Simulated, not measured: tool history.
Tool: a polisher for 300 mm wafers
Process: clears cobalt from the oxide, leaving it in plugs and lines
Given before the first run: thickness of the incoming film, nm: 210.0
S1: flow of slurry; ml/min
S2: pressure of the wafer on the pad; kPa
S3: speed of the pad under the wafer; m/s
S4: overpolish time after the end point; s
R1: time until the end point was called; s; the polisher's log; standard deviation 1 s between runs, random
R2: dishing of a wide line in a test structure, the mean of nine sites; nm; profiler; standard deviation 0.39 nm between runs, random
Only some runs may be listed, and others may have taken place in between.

Run 1, hour 0: S1 160 ml/min, S2 12.4 kPa, S3 1.06 m/s, S4 16 s. Result: R1 41.828 s, R2 42.447 nm.
Run 2, hour 7.3: S1 160 ml/min, S2 11.7 kPa, S3 1.06 m/s, S4 14 s. Result: R1 46.466 s, R2 38.961 nm.
Run 3, hour 10.9: S1 160 ml/min, S2 11.7 kPa, S3 1.06 m/s, S4 20 s. Result: R1 45.886 s, R2 45.798 nm.
Run 4, hour 16.7: S1 160 ml/min, S2 11.7 kPa, S3 1.02 m/s, S4 17 s. Result: R1 47.938 s, R2 41.576 nm.
Run 5, hour 20.2: S1 150 ml/min, S2 11.7 kPa, S3 1 m/s, S4 15 s. Result: R1 48.568 s, R2 37.813 nm.
Run 6, hour 21.1: S1 140 ml/min, S2 11.7 kPa, S3 0.96 m/s, S4 13 s. Result: R1 50.002 s, R2 34.649 nm.
Run 7, hour 27.1: S1 140 ml/min, S2 11.7 kPa, S3 0.96 m/s, S4 13 s. Result: R1 51.536 s, R2 33.907 nm.
Run 8, hour 28.9: S1 135 ml/min, S2 8.3 kPa, S3 0.92 m/s, S4 5 s. Result: R1 74.267 s, R2 12.425 nm.
Run 9, hour 29.8: S1 135 ml/min, S2 8.3 kPa, S3 0.92 m/s, S4 5 s. Result: R1 74.62 s, R2 12.357 nm.
Run 10, hour 34.1: S1 135 ml/min, S2 10.3 kPa, S3 0.94 m/s, S4 13 s. Result: R1 58.981 s, R2 32.208 nm.
Run 11, hour 38.5: S1 145 ml/min, S2 10.3 kPa, S3 0.94 m/s, S4 13 s. Result: R1 58.264 s, R2 30.891 nm.
Run 12, hour 47.4: S1 145 ml/min, S2 9.7 kPa, S3 0.96 m/s, S4 13 s. Result: R1 62.461 s, R2 30.937 nm.
Run 13, hour 50.1: S1 150 ml/min, S2 9.7 kPa, S3 0.98 m/s, S4 12 s. Result: R1 59.012 s, R2 29.728 nm.

Estimate the outcome of run 14 from the log above:
Run 14, hour 53.6: S1 145 ml/min, S2 9.7 kPa, S3 0.98 m/s, S4 11 s. Result: R1 ?, R2 ?.

{"run 14": {"R1": 61.459, "R2": 27.92}}
